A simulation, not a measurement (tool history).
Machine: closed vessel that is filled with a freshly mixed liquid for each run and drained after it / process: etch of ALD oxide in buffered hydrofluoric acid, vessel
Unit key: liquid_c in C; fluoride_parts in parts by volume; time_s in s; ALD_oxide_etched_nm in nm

run    day  liquid_c  fluoride_parts  time_s  ALD_oxide_etched_nm
  1  0.000      21.0             9.0      30               69.918
  2  0.212      21.0             9.0      30               70.371
  3  0.308      21.0             7.5      30               82.900
  4  0.692      20.0             8.0      30               73.553
  5  0.783      20.0             8.0      30               72.922
  6  1.096      20.0             9.5      30               63.280
  7  1.258      19.5             9.5      30               62.393
  8  1.608      19.0             9.5      30               59.966
  9  1.917      18.5             9.5      30               58.575

What will run 10 give?
 10  2.229      18.0             9.5      30                    ?

Run 10 came out at ALD_oxide_etched_nm 56.399 nm.
